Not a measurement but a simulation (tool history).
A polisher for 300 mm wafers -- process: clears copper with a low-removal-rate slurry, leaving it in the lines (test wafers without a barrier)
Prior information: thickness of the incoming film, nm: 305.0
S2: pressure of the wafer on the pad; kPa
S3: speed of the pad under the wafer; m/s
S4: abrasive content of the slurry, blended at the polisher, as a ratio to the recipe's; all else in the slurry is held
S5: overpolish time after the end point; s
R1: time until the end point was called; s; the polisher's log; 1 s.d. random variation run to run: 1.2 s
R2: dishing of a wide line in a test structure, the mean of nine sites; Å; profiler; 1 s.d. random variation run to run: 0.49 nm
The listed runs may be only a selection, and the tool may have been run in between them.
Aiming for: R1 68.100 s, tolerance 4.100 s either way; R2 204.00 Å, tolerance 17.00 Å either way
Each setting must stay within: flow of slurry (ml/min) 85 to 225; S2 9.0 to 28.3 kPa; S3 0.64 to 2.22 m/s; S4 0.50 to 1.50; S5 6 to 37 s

Run 1, hour 0.0: flow of slurry (ml/min) 145, S2 18.6 kPa, S3 1.42 m/s, S4 1.00, S5 19 s. Result: R1 89.823 s, R2 398.83 Å.
Run 2, hour 7.0: flow of slurry (ml/min) 145, S2 18.6 kPa, S3 1.48 m/s, S4 1.00, S5 17 s. Result: R1 93.159 s, R2 392.51 Å.
Run 3, hour 11.8: flow of slurry (ml/min) 160, S2 20.7 kPa, S3 1.32 m/s, S4 1.10, S5 15 s. Result: R1 86.344 s, R2 353.07 Å.
Run 4, hour 16.8: flow of slurry (ml/min) 170, S2 22.1 kPa, S3 1.20 m/s, S4 1.20, S5 13 s. Result: R1 83.853 s, R2 333.67 Å.
Run 5, hour 23.1: flow of slurry (ml/min) 170, S2 24.1 kPa, S3 1.20 m/s, S4 1.20, S5 13 s. Result: R1 76.864 s, R2 342.93 Å.
Run 6, hour 30.1: flow of slurry (ml/min) 180, S2 24.8 kPa, S3 1.12 m/s, S4 1.25, S5 12 s. Result: R1 77.905 s, R2 319.76 Å.
Run 7, hour 35.6: flow of slurry (ml/min) 190, S2 25.5 kPa, S3 1.06 m/s, S4 1.30, S5 11 s. Result: R1 80.277 s, R2 315.37 Å.
Run 8, hour 44.1: flow of slurry (ml/min) 170, S2 26.2 kPa, S3 1.08 m/s, S4 1.15, S5 10 s. Result: R1 78.444 s, R2 288.78 Å.
Run 9, hour 49.8: flow of slurry (ml/min) 155, S2 26.9 kPa, S3 1.14 m/s, S4 1.05, S5 9 s. Result: R1 75.758 s, R2 259.39 Å.
Run 10, hour 55.0: flow of slurry (ml/min) 155, S2 26.9 kPa, S3 1.14 m/s, S4 1.05, S5 9 s. Result: R1 75.397 s, R2 265.06 Å.
Run 11, hour 60.8: flow of slurry (ml/min) 140, S2 26.9 kPa, S3 1.18 m/s, S4 1.00, S5 8 s. Result: R1 77.734 s, R2 244.82 Å.
At hour 64.5: worn pad replaced by a new one.
Run 12, hour 64.5: flow of slurry (ml/min) 135, S2 26.9 kPa, S3 1.24 m/s, S4 0.90, S5 8 s. Result: R1 68.942 s, R2 250.88 Å.
Run 13, hour 71.1: flow of slurry (ml/min) 115, S2 24.1 kPa, S3 1.26 m/s, S4 0.65, S5 6 s. Result: R1 85.549 s, R2 163.28 Å.

Next run, 4 choices. One meets every target within its allowed miss, the rest don't. Which?
Run A, hour 77.7: flow of slurry (ml/min) 85, S2 28.3 kPa, S3 1.46 m/s, S4 0.75, S5 6 s. Result: R1 ?, R2 ?.
Run B, hour 77.7: flow of slurry (ml/min) 140, S2 25.5 kPa, S3 1.30 m/s, S4 0.70, S5 6 s. Result: R1 ?, R2 ?.
Run C, hour 77.7: flow of slurry (ml/min) 95, S2 21.4 kPa, S3 1.18 m/s, S4 0.55, S5 6 s. Result: R1 ?, R2 ?.
Run D, hour 77.7: flow of slurry (ml/min) 110, S2 24.8 kPa, S3 0.96 m/s, S4 0.80, S5 9 s. Result: R1 ?, R2 ?.

move       R1      R2
   A   68.207  205.96
   B   74.107  190.87
   C  113.400  128.79
   D   99.716  210.33
A: all results land within tolerance of their targets
B: an improvement on the last run, though not all results are within tolerance
C: lands further from the targets than the last run did
D: lands further from the targets than the last run did
Answer: A
